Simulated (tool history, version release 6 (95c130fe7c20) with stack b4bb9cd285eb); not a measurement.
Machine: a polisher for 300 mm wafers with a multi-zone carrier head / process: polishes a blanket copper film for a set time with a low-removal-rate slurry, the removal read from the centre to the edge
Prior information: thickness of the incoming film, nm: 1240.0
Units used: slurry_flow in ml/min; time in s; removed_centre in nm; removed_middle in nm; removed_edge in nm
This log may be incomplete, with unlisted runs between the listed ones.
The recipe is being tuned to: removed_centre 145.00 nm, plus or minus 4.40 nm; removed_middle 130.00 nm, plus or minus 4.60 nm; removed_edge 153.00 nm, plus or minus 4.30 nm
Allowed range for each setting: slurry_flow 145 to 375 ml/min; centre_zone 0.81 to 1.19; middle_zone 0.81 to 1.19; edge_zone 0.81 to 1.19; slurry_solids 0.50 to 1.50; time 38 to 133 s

run	hour	slurry_flow	centre_zone	middle_zone	edge_zone	slurry_solids	time	removed_centre	removed_middle	removed_edge
1	0.0	240	1.00	1.00	1.00	1.00	85	197.71	186.40	190.44
2	1.6	235	0.98	0.97	0.99	0.90	84	188.43	178.66	183.56
3	3.4	230	0.97	0.95	1.00	0.85	82	179.24	166.84	178.24
4	11.2	225	0.96	0.93	0.99	0.80	81	174.25	164.38	172.01
5	14.8	220	0.95	0.91	1.00	0.75	80	172.40	158.04	170.55
6	22.9	255	0.95	0.91	1.00	0.75	80	171.50	160.25	172.74
7	30.5	250	0.94	0.89	1.01	0.70	79	167.34	152.01	169.54
8	37.6	250	0.93	0.88	1.01	0.65	78	163.80	148.41	166.51
9	45.6	245	0.92	0.87	1.01	0.65	77	160.74	144.34	165.57
10	46.7	200	0.86	0.81	0.92	0.50	76	140.78	128.62	147.52

Exactly one of the 5 candidate moves below puts every result within its allowed miss. Which one?
A	47.8	145	0.95	0.83	0.91	0.50	75	?	?	?
B	47.8	210	0.81	0.88	0.88	0.55	79	?	?	?
C	47.8	240	0.84	0.81	0.94	0.55	75	?	?	?
D	47.8	205	0.91	0.83	0.89	0.50	75	?	?	?
E	47.8	165	0.94	0.81	0.90	0.50	80	?	?	?

move	removed_centre	removed_middle	removed_edge
A	145.11	122.94	139.91
B	145.43	143.26	151.14
C	143.47	128.76	149.56
D	147.30	127.97	142.64
E	156.34	130.58	150.24
A: further off than the last run
B: puts the biggest miss on target and leaves a different result outside tolerance
C: in spec on every target
D: further off than the last run
E: puts the biggest miss on target and leaves a different result outside tolerance
Answer: C
